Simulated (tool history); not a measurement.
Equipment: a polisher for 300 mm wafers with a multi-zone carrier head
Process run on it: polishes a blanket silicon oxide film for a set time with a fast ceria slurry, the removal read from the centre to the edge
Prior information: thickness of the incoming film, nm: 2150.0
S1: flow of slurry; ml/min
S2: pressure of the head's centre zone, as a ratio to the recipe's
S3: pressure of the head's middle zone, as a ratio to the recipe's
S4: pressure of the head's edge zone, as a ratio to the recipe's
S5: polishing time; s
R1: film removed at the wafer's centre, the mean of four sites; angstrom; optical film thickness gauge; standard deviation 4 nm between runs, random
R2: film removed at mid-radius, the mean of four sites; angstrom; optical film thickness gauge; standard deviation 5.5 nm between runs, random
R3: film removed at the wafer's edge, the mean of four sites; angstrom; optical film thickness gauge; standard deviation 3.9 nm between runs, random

| run | day | S1 | S2 | S3 | S4 | S5 | R1 | R2 | R3 |
|---|---|---|---|---|---|---|---|---|---|
| 1 | 0.000 | 250 | 1.00 | 1.00 | 1.00 | 40 | 6798.3 | 6558.3 | 6731.9 |
| 2 | 0.292 | 250 | 0.94 | 1.00 | 1.00 | 40 | 6435.8 | 6396.5 | 6818.3 |
| 3 | 0.483 | 250 | 0.94 | 1.00 | 1.00 | 44 | 6962.8 | 7298.8 | 7554.5 |
| 4 | 0.688 | 250 | 0.94 | 1.00 | 1.00 | 36 | 5705.9 | 6055.1 | 6083.0 |
| 5 | 0.846 | 250 | 0.94 | 1.06 | 1.00 | 36 | 5594.8 | 6226.5 | 6080.0 |
| 6 | 0.975 | 250 | 0.94 | 1.06 | 1.00 | 27 | 4296.1 | 4603.5 | 4549.9 |
| 7 | 1.275 | 240 | 0.94 | 1.06 | 0.98 | 27 | 4324.5 | 4544.0 | 4482.2 |
| 8 | 1.479 | 220 | 0.89 | 1.09 | 0.93 | 26 | 3850.2 | 4497.0 | 4236.3 |

Run 9, settings as shown, results not yet in. Your forecast:
| 9 | 1.604 | 225 | 0.90 | 1.09 | 0.93 | 26 | ? | ? | ? |

Run 9 yielded R1 3887.2 angstrom, R2 4540.1 angstrom, R3 4271.5 angstrom.

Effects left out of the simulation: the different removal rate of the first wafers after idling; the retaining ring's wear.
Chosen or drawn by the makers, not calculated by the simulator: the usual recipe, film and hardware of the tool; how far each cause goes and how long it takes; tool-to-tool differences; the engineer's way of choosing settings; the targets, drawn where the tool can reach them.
